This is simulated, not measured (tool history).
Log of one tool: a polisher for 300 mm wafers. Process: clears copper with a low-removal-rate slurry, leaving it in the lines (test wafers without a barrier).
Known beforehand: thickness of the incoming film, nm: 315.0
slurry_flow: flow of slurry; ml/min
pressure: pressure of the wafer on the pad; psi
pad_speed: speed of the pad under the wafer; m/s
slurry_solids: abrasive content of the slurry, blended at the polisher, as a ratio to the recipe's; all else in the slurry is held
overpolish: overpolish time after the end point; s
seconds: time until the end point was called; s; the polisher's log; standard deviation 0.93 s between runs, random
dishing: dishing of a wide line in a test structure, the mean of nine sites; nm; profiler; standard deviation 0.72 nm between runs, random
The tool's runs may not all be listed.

run,hour,slurry_flow,pressure,pad_speed,slurry_solids,overpolish,seconds,dishing
1,0.0,280,3.8,1.02,1.00,18,65.247,56.249
2,0.6,280,3.8,1.20,1.00,18,56.604,62.152
3,2.4,280,3.8,1.20,1.15,18,55.205,62.323
4,7.6,280,3.8,1.34,1.15,18,49.919,65.705
5,11.1,280,3.3,1.32,1.15,17,58.903,58.661
6,16.6,280,3.3,1.32,1.15,23,58.035,70.861
7,23.6,280,3.0,1.30,1.15,20,65.026,59.458

What does the tool deliver on the next run?
8,32.0,280,2.7,1.30,1.15,18,?,?

Run 8 produced seconds 70.648 s, dishing 50.692 nm.
